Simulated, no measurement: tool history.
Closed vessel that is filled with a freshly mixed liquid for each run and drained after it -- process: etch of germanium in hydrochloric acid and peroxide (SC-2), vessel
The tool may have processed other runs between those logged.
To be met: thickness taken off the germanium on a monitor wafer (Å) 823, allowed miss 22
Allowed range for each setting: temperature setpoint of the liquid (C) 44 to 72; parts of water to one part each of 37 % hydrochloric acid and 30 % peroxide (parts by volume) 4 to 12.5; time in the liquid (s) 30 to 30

run,day,temperature setpoint of the liquid (C),parts of water to one part each of 37 % hydrochloric acid and 30 % peroxide (parts by volume),time in the liquid (s),thickness taken off the germanium on a monitor wafer (Å)
1,0,60,7,30,925.35
2,0.158,60,8,30,907.01
3,0.446,60,8,30,932.39
4,0.571,60,8,30,925.07
5,0.833,64.5,8,30,1055.6
6,1.058,63,8,30,1008.4
7,1.146,61.5,8,30,976.95
8,1.362,60.5,8,30,939.99
9,1.604,59.5,8,30,912.94
10,1.929,59,8,30,904.68
11,2.021,55,8,30,793.39

Below are 4 possible settings for the next run. Only one of them brings all results inside the allowed miss of their targets. Which is it?
A,2.112,56,8,30,?
B,2.112,58,8,30,?
C,2.112,55.5,10.5,30,?
D,2.112,53,8.5,30,?

move,thickness taken off the germanium on a monitor wafer (Å)
A,822.59
B,873.95
C,790.3
D,746.6
A: in spec on every target
B: takes the biggest miss from the last run beyond its target
C: its largest miss is bigger than the last run's
D: its largest miss is bigger than the last run's
Go with A: it meets all targets.
